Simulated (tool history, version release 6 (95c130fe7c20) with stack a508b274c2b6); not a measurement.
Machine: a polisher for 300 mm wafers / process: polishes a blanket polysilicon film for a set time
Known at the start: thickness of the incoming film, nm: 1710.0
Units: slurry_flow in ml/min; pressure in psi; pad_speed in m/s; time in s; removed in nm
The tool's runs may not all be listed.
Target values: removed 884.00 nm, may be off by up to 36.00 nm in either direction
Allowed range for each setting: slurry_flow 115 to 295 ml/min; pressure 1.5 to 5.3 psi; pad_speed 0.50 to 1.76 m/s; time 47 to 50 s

| run | hour | slurry_flow | pressure | pad_speed | time | removed |
|---|---|---|---|---|---|---|
| 1 | 0.0 | 190 | 3.4 | 1.12 | 47 | 509.63 |
| 2 | 8.8 | 190 | 3.4 | 1.12 | 47 | 510.72 |
| 3 | 16.9 | 190 | 3.4 | 1.12 | 47 | 511.86 |
| 4 | 19.0 | 215 | 3.4 | 1.12 | 47 | 529.90 |
| 5 | 24.8 | 240 | 3.4 | 1.12 | 47 | 533.58 |
| 6 | 27.5 | 240 | 3.4 | 1.36 | 47 | 615.68 |
| 7 | 32.4 | 240 | 3.7 | 1.36 | 47 | 670.44 |
| 8 | 40.1 | 240 | 4.0 | 1.36 | 47 | 734.50 |
|  | 43.1 | slurry nozzle cleaned |
| 9 | 43.1 | 240 | 4.0 | 1.36 | 47 | 783.75 |

Which single option among these 4 for the next run brings every result within its allowed miss of target? Just one does.
| A | 46.1 | 295 | 3.8 | 1.28 | 47 | ? |
| B | 46.1 | 245 | 4.3 | 1.42 | 48 | ? |
| C | 46.1 | 220 | 3.1 | 1.58 | 50 | ? |
| D | 46.1 | 275 | 3.5 | 1.40 | 50 | ? |

| move | removed |
|---|---|
| A | 700.89 |
| B | 870.48 |
| C | 718.23 |
| D | 740.50 |
A: misses by more than the last run did
B: hits every target within its allowed miss
C: misses by more than the last run did
D: misses by more than the last run did
Go with B: it meets all targets.
